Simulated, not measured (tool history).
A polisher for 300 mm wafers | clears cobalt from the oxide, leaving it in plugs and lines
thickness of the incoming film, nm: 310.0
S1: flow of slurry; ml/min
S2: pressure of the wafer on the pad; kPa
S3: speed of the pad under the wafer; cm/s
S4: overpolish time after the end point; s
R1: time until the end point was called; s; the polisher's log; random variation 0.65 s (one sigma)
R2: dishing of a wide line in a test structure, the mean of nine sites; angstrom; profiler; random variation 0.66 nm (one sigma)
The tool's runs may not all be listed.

run 1 hour=0 | S1=160 S2=9.7 S3=126 S4=18 | R1=83.417 R2=376.49
run 2 hour=3.3 | S1=130 S2=9.7 S3=126 S4=18 | R1=86.683 R2=361.75
run 3 hour=8.4 | S1=150 S2=9.7 S3=126 S4=18 | R1=84.386 R2=362.92
run 4 hour=17.2 | S1=130 S2=9.7 S3=126 S4=18 | R1=86.826 R2=356.33
run 5 hour=23.7 | S1=130 S2=9.7 S3=104 S4=18 | R1=95.652 R2=346.96
run 6 hour=31.2 | S1=130 S2=9.7 S3=78 S4=18 | R1=114.22 R2=305.89
run 7 hour=39.5 | S1=160 S2=12.4 S3=82 S4=17 | R1=82.609 R2=365.7

Run 8 comes next. What will it give?
run 8 hour=48.1 | S1=160 S2=13.1 S3=82 S4=16 | R1=? R2=?

R1: 78.186 s
R2: 363.15 angstrom
